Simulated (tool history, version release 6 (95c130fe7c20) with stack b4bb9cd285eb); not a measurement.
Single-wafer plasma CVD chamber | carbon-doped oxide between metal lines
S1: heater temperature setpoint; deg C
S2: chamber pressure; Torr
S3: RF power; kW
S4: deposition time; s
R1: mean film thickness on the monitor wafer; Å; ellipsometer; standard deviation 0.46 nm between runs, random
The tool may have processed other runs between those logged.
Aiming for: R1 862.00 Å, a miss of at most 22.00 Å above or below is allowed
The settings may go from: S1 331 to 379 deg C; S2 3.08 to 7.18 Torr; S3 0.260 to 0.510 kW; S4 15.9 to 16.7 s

| run | day | S1 | S2 | S3 | S4 | R1 |
|---|---|---|---|---|---|---|
| 1 | 0.000 | 355 | 5.13 | 0.385 | 16.7 | 761.19 |
| 2 | 0.258 | 360 | 5.13 | 0.385 | 16.7 | 753.24 |
| 3 | 0.342 | 360 | 5.13 | 0.345 | 16.7 | 707.06 |
| 4 | 0.496 | 358 | 5.44 | 0.380 | 16.7 | 752.00 |
| 5 | 0.712 | 358 | 5.44 | 0.380 | 16.7 | 755.72 |
| 6 | 0.954 | 356 | 5.61 | 0.405 | 16.7 | 788.90 |
| 7 | 1.033 | 355 | 5.67 | 0.420 | 16.7 | 806.96 |
| 8 | 1.250 | 354 | 5.71 | 0.435 | 16.7 | 826.74 |

Next run, 5 choices. One meets every target within its allowed miss, the rest don't. Which?
| A | 1.467 | 356 | 5.43 | 0.435 | 16.7 | ? |
| B | 1.467 | 363 | 5.61 | 0.465 | 16.1 | ? |
| C | 1.467 | 336 | 4.74 | 0.470 | 15.9 | ? |
| D | 1.467 | 355 | 5.70 | 0.410 | 16.7 | ? |
| E | 1.467 | 356 | 6.05 | 0.415 | 16.7 | ? |

| move | R1 |
|---|---|
| A | 820.70 |
| B | 811.28 |
| C | 862.53 |
| D | 797.95 |
| E | 804.87 |
A: misses by more than the last run did
B: misses by more than the last run did
C: all results land within tolerance of their targets
D: misses by more than the last run did
E: misses by more than the last run did
C is the move that brings every result within its allowed miss.

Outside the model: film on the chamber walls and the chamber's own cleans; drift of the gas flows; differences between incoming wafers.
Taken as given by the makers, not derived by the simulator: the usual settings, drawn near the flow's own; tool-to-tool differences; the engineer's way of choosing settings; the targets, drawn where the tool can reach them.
